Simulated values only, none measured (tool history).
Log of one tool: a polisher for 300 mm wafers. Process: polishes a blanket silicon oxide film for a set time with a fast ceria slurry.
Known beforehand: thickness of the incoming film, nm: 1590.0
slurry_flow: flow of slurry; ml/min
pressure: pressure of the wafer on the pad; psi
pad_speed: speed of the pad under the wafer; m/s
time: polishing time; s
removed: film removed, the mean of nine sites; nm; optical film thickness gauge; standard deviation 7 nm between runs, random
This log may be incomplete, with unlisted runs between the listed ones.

| run | hour | slurry_flow | pressure | pad_speed | time | removed |
|---|---|---|---|---|---|---|
| 1 | 0.0 | 280 | 3.3 | 1.00 | 42 | 920.22 |
| 2 | 6.7 | 280 | 3.7 | 1.00 | 42 | 1025.40 |
| 3 | 10.4 | 280 | 3.5 | 1.00 | 42 | 983.96 |
| 4 | 18.2 | 280 | 3.4 | 1.00 | 42 | 945.86 |
| 5 | 27.2 | 280 | 3.4 | 0.74 | 42 | 709.42 |
| 6 | 35.0 | 280 | 2.7 | 0.74 | 42 | 568.03 |
| 7 | 41.4 | 280 | 2.9 | 0.74 | 42 | 606.49 |
| 8 | 45.6 | 280 | 3.1 | 0.74 | 42 | 655.92 |
| 9 | 47.6 | 280 | 3.2 | 0.74 | 42 | 669.36 |
| 10 | 51.5 | 280 | 3.3 | 0.74 | 42 | 690.77 |

Run 11, settings as shown, results not yet in. Your forecast:
| 11 | 59.8 | 280 | 3.4 | 0.74 | 42 | ? |

removed: 711.95 nm
